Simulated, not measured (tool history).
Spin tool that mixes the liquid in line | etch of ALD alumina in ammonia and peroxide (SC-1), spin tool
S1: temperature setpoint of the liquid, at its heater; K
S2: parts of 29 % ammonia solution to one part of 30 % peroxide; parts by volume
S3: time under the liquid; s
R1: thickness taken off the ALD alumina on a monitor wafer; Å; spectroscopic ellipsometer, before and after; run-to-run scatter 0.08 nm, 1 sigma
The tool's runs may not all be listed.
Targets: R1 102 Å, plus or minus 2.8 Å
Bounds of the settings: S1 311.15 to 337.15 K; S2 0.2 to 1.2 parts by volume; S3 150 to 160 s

run 1 hour=0 | S1=321.15 S2=0.9 S3=150 | R1=59.661
run 2 hour=4.1 | S1=327.15 S2=0.9 S3=150 | R1=83.176
run 3 hour=10.3 | S1=327.15 S2=0.9 S3=150 | R1=83.662
run 4 hour=17.7 | S1=327.15 S2=0.9 S3=150 | R1=83.182
run 5 hour=19.4 | S1=328.15 S2=0.9 S3=150 | R1=87.326
run 6 hour=22.7 | S1=328.65 S2=0.9 S3=150 | R1=90.227
run 7 hour=26 | S1=329.15 S2=0.9 S3=150 | R1=92.371
-- hour=32.1 new drum of ammonia solution connected
run 8 hour=32.1 | S1=329.65 S2=0.9 S3=150 | R1=95.334
run 9 hour=39.8 | S1=330.15 S2=0.9 S3=150 | R1=97.732

Exactly one of the 5 candidate moves below puts every result within its allowed miss. Which one?
run A hour=47.5 | S1=329.15 S2=1.05 S3=150 | R1=?
run B hour=47.5 | S1=329.65 S2=1 S3=150 | R1=?
run C hour=47.5 | S1=328.15 S2=0.95 S3=150 | R1=?
run D hour=47.5 | S1=330.65 S2=1.05 S3=150 | R1=?
run E hour=47.5 | S1=329.15 S2=0.85 S3=150 | R1=?

move=A R1=95.412
move=B R1=97.505
move=C R1=89.643
move=D R1=103.22
move=E R1=93.523
A: moves away from the targets compared with the last run
B: moves away from the targets compared with the last run
C: moves away from the targets compared with the last run
D: all results land within tolerance of their targets
E: moves away from the targets compared with the last run
D is the move that brings every result within its allowed miss.

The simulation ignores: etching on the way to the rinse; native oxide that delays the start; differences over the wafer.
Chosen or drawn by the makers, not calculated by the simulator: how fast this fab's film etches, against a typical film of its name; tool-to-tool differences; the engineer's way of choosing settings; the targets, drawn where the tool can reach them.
